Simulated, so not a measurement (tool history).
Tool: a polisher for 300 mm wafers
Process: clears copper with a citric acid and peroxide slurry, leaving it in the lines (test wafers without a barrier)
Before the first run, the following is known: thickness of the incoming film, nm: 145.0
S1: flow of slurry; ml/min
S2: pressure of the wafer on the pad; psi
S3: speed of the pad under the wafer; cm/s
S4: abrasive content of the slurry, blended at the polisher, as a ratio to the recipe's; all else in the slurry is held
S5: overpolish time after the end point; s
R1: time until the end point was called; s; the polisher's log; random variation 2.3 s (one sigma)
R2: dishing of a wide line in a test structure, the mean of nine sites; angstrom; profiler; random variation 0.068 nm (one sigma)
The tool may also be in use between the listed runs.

{"run": 1, "hour": 0.0, "S1": 210, "S2": 2.6, "S3": 84, "S4": 1.0, "S5": 22, "R1": 95.594, "R2": 186.45}
{"run": 2, "hour": 2.2, "S1": 205, "S2": 2.3, "S3": 82, "S4": 0.95, "S5": 18, "R1": 107.38, "R2": 145.85}
{"run": 3, "hour": 5.4, "S1": 230, "S2": 2.3, "S3": 82, "S4": 0.95, "S5": 18, "R1": 114.57, "R2": 147.72}
{"run": 4, "hour": 6.3, "S1": 205, "S2": 2.1, "S3": 82, "S4": 0.85, "S5": 15, "R1": 123.54, "R2": 115.73}
{"run": 5, "hour": 12.2, "S1": 185, "S2": 1.9, "S3": 90, "S4": 0.75, "S5": 13, "R1": 131.03, "R2": 96.178}
{"run": 6, "hour": 15.0, "S1": 185, "S2": 1.9, "S3": 112, "S4": 0.75, "S5": 13, "R1": 103.43, "R2": 116.5}
{"run": 7, "hour": 22.7, "S1": 170, "S2": 1.8, "S3": 114, "S4": 0.7, "S5": 11, "R1": 113.15, "R2": 95.974}
{"run": 8, "hour": 25.2, "S1": 160, "S2": 1.7, "S3": 118, "S4": 0.65, "S5": 10, "R1": 118.31, "R2": 85.618}
{"run": 9, "hour": 30.6, "S1": 150, "S2": 1.7, "S3": 122, "S4": 0.6, "S5": 9, "R1": 118.58, "R2": 78.569}
{"run": 10, "hour": 32.6, "S1": 145, "S2": 1.7, "S3": 124, "S4": 0.55, "S5": 8, "R1": 117.12, "R2": 68.317}

Predict the results of run 11:
{"run": 11, "hour": 40.2, "S1": 135, "S2": 1.7, "S3": 126, "S4": 0.5, "S5": 7, "R1": "?", "R2": "?"}

For run 11 the tool returned R1 119.610 s, R2 59.283 angstrom.

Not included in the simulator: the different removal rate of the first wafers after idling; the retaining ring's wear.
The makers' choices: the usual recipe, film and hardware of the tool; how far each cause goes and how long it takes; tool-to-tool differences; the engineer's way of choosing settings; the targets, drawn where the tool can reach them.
